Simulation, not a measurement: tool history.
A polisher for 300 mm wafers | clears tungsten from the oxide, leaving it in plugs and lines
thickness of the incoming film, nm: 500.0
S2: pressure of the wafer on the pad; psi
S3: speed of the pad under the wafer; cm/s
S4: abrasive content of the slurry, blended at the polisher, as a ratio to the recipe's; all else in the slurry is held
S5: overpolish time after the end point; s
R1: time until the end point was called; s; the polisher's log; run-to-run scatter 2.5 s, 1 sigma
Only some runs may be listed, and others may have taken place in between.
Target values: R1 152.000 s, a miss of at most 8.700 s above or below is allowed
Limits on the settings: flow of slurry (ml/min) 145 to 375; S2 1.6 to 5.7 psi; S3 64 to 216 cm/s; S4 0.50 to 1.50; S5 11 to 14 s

{"run": 1, "day": 0.0, "flow of slurry (ml/min)": 240, "S2": 3.6, "S3": 140, "S4": 1.0, "S5": 14, "R1": 94.921}
{"run": 2, "day": 0.233, "flow of slurry (ml/min)": 180, "S2": 3.6, "S3": 140, "S4": 1.0, "S5": 14, "R1": 99.661}
{"run": 3, "day": 0.558, "flow of slurry (ml/min)": 180, "S2": 3.3, "S3": 138, "S4": 1.0, "S5": 14, "R1": 108.74}
{"run": 4, "day": 0.892, "flow of slurry (ml/min)": 180, "S2": 3.1, "S3": 136, "S4": 1.0, "S5": 14, "R1": 114.09}
{"run": 5, "day": 0.988, "flow of slurry (ml/min)": 180, "S2": 2.9, "S3": 134, "S4": 1.0, "S5": 14, "R1": 123.51}
{"run": 6, "day": 1.258, "flow of slurry (ml/min)": 180, "S2": 2.8, "S3": 134, "S4": 1.0, "S5": 14, "R1": 126.9}
{"run": 7, "day": 1.625, "flow of slurry (ml/min)": 180, "S2": 2.7, "S3": 134, "S4": 1.0, "S5": 14, "R1": 129.78}
{"run": 8, "day": 1.892, "flow of slurry (ml/min)": 180, "S2": 2.6, "S3": 134, "S4": 1.0, "S5": 14, "R1": 137.72}
{"run": 9, "day": 2.054, "flow of slurry (ml/min)": 180, "S2": 2.5, "S3": 134, "S4": 1.0, "S5": 14, "R1": 141.16}

4 candidate next runs follow, results not yet known. Just one meets every target within its allowed miss. Identify it.
{"run": "A", "day": 2.217, "flow of slurry (ml/min)": 180, "S2": 2.3, "S3": 138, "S4": 1.05, "S5": 11, "R1": "?"}
{"run": "B", "day": 2.217, "flow of slurry (ml/min)": 225, "S2": 2.6, "S3": 106, "S4": 0.95, "S5": 14, "R1": "?"}
{"run": "C", "day": 2.217, "flow of slurry (ml/min)": 165, "S2": 2.0, "S3": 124, "S4": 1.3, "S5": 11, "R1": "?"}
{"run": "D", "day": 2.217, "flow of slurry (ml/min)": 240, "S2": 2.0, "S3": 146, "S4": 0.8, "S5": 11, "R1": "?"}

move=A R1=150.390
move=B R1=166.260
move=C R1=180.680
move=D R1=169.130
A: all results in spec
B: pushes the last run's worst result past its target
C: pushes the last run's worst result past its target
D: pushes the last run's worst result past its target
Move A is the one to make.
